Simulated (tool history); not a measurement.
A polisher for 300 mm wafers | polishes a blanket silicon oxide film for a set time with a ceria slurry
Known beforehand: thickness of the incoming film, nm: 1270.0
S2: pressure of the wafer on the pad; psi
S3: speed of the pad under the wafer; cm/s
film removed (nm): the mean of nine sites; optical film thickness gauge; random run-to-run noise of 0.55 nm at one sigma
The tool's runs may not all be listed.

{"run": 1, "hour": 0.0, "flow of slurry (ml/min)": 205, "S2": 2.9, "S3": 88, "polishing time (s)": 42, "film removed (nm)": 143.71}
{"run": 2, "hour": 0.8, "flow of slurry (ml/min)": 205, "S2": 2.9, "S3": 88, "polishing time (s)": 42, "film removed (nm)": 144.01}
{"run": 3, "hour": 7.8, "flow of slurry (ml/min)": 205, "S2": 2.9, "S3": 108, "polishing time (s)": 42, "film removed (nm)": 174.82}
{"run": 4, "hour": 16.5, "flow of slurry (ml/min)": 200, "S2": 2.5, "S3": 102, "polishing time (s)": 42, "film removed (nm)": 143.93}
{"run": 5, "hour": 18.5, "flow of slurry (ml/min)": 200, "S2": 2.5, "S3": 116, "polishing time (s)": 42, "film removed (nm)": 164.4}
{"run": 6, "hour": 23.7, "flow of slurry (ml/min)": 200, "S2": 2.5, "S3": 126, "polishing time (s)": 42, "film removed (nm)": 175.27}
{"run": 7, "hour": 30.2, "flow of slurry (ml/min)": 190, "S2": 2.2, "S3": 114, "polishing time (s)": 42, "film removed (nm)": 141.76}
{"run": 8, "hour": 36.9, "flow of slurry (ml/min)": 180, "S2": 2.0, "S3": 106, "polishing time (s)": 42, "film removed (nm)": 119.32}
{"run": 9, "hour": 45.9, "flow of slurry (ml/min)": 155, "S2": 1.3, "S3": 84, "polishing time (s)": 42, "film removed (nm)": 61.863}
{"run": 10, "hour": 52.2, "flow of slurry (ml/min)": 180, "S2": 1.3, "S3": 84, "polishing time (s)": 42, "film removed (nm)": 64.249}
{"run": 11, "hour": 58.9, "flow of slurry (ml/min)": 200, "S2": 1.3, "S3": 84, "polishing time (s)": 42, "film removed (nm)": 64.317}

Run 12 comes next. What will it give?
{"run": 12, "hour": 62.1, "flow of slurry (ml/min)": 205, "S2": 1.4, "S3": 84, "polishing time (s)": 42, "film removed (nm)": "?"}

Run 12 yielded film removed (nm) 69.335.

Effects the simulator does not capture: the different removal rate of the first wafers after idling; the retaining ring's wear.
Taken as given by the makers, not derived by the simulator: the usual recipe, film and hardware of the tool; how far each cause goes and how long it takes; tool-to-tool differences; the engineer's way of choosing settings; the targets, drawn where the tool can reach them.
